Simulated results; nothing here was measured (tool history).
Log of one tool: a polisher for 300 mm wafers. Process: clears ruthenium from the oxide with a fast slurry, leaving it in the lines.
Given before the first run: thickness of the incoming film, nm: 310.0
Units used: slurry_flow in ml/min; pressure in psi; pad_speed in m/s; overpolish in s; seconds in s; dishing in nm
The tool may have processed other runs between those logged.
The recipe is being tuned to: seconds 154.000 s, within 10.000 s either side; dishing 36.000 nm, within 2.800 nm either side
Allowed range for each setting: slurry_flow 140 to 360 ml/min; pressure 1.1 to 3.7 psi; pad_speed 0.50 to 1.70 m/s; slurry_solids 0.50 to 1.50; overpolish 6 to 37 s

run	day	slurry_flow	pressure	pad_speed	slurry_solids	overpolish	seconds	dishing
1	0.000	230	2.4	1.10	1.00	19	75.112	53.384
2	0.308	230	2.3	1.08	1.00	19	76.963	50.101
3	0.329	230	2.0	1.08	1.00	19	89.925	45.071
4	0.433	230	1.9	1.06	1.00	20	94.280	43.367
5	0.492	230	1.8	1.04	1.00	21	103.010	44.314
6	0.629	230	1.8	1.04	1.10	21	98.153	45.000
7	0.862	230	1.7	1.02	1.10	21	104.500	41.731
8	0.992	230	1.6	1.02	1.10	21	113.160	41.981
9	1.054	230	1.1	0.94	1.10	21	177.660	27.182

Below are 4 possible settings for the next run. Only one of them brings all results inside the allowed miss of their targets. Which is it?
A	1.117	245	1.3	1.02	1.10	18	?	?
B	1.117	200	1.1	1.20	0.90	25	?	?
C	1.117	215	1.1	0.86	1.10	28	?	?
D	1.117	265	1.5	0.88	1.05	12	?	?

move	seconds	dishing
A	136.140	31.248
B	150.010	38.294
C	189.650	34.456
D	137.850	21.358
A: gains on the last run, yet a result remains outside its allowed miss
B: each result inside its tolerance
C: brings the result that was furthest off to its target, and leaves another outside
D: moves away from the targets compared with the last run
The move that meets every target is B.

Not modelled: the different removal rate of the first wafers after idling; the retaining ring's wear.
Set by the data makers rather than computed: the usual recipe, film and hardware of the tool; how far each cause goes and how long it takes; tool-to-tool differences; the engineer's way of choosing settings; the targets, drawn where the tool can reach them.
